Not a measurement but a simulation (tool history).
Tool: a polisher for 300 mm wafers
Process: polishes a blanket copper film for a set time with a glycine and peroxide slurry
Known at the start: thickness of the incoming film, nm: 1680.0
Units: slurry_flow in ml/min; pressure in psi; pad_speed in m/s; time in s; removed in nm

| run | hour | slurry_flow | pressure | pad_speed | time | removed |
|---|---|---|---|---|---|---|
| 1 | 0 | 170 | 3.1 | 1.1 | 37 | 237.13 |
| 2 | 3.9 | 165 | 2.7 | 1.1 | 37 | 209.47 |
| 3 | 6.5 | 165 | 2.7 | 1.38 | 37 | 254.45 |
| 4 | 8 | 165 | 2.7 | 1.38 | 37 | 254.5 |
| 5 | 16.5 | 160 | 2.3 | 1.34 | 37 | 213.86 |
| 6 | 25.3 | 150 | 2.1 | 1.34 | 37 | 198.82 |
| 7 | 30.4 | 140 | 1.9 | 1.34 | 37 | 176.91 |
| 8 | 35 | 130 | 1.9 | 1.34 | 37 | 177.99 |
| 9 | 37.3 | 125 | 1.8 | 1.34 | 37 | 166.31 |

Run 10 comes next. What will it give?
| 10 | 43.6 | 120 | 1.8 | 1.34 | 37 | ? |

removed: 168.04 nm
